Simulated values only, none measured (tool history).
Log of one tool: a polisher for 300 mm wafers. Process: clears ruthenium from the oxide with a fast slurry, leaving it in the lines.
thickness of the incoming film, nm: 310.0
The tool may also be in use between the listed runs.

| run | hour | flow of slurry (ml/min) | pressure of the wafer on the pad (psi) | speed of the pad under the wafer (cm/s) | abrasive content of the slurry | overpolish time after the end point (s) | time until the end point was called (s) | dishing of a wide line in a test structure (angstrom) |
|---|---|---|---|---|---|---|---|---|
| 1 | 0.0 | 310 | 2.4 | 100 | 1.0 | 22 | 113.660 | 526.06 |
| 2 | 0.7 | 280 | 2.4 | 100 | 1.0 | 22 | 114.560 | 515.88 |
| 3 | 6.7 | 280 | 2.4 | 100 | 1.0 | 19 | 115.790 | 453.89 |
| 4 | 9.7 | 280 | 2.3 | 100 | 1.0 | 20 | 120.090 | 470.42 |
|  | 17.1 | worn pad replaced by a new one |
| 5 | 17.1 | 280 | 2.8 | 100 | 1.0 | 20 | 94.435 | 570.65 |
| 6 | 23.0 | 280 | 2.6 | 100 | 1.0 | 21 | 100.230 | 562.23 |
| 7 | 26.8 | 280 | 2.5 | 100 | 1.0 | 22 | 102.970 | 568.52 |
| 8 | 31.1 | 275 | 1.9 | 92 | 1.0 | 32 | 136.090 | 627.62 |
| 9 | 34.6 | 275 | 1.8 | 92 | 1.0 | 32 | 142.300 | 601.81 |

Run 10 comes next. What will it give?
| 10 | 40.4 | 270 | 1.2 | 90 | 1.0 | 34 | ? | ? |

time until the end point was called (s): 189.520
dishing of a wide line in a test structure (angstrom): 484.49

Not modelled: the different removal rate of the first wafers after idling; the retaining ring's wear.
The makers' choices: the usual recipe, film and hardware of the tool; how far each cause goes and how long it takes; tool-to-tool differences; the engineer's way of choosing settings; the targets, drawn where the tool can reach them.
